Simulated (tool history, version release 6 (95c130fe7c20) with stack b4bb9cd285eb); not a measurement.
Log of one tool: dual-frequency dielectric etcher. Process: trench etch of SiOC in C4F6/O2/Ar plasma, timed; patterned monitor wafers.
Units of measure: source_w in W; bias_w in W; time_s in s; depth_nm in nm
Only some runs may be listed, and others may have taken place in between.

{"run": 1, "hour": 0.0, "source_w": 420, "bias_w": 252, "time_s": 14.5, "depth_nm": 31.908}
{"run": 2, "hour": 4.7, "source_w": 450, "bias_w": 256, "time_s": 14.5, "depth_nm": 32.873}
{"run": 3, "hour": 7.4, "source_w": 450, "bias_w": 225, "time_s": 14.5, "depth_nm": 31.535}
{"run": 4, "hour": 12.6, "source_w": 480, "bias_w": 230, "time_s": 14.5, "depth_nm": 32.447}
{"run": 5, "hour": 18.2, "source_w": 480, "bias_w": 230, "time_s": 14.5, "depth_nm": 32.554}
{"run": 6, "hour": 19.0, "source_w": 480, "bias_w": 230, "time_s": 14.5, "depth_nm": 32.353}

Predict the results of run 7:
{"run": 7, "hour": 20.3, "source_w": 500, "bias_w": 235, "time_s": 14.5, "depth_nm": "?"}

depth_nm: 33.095 nm
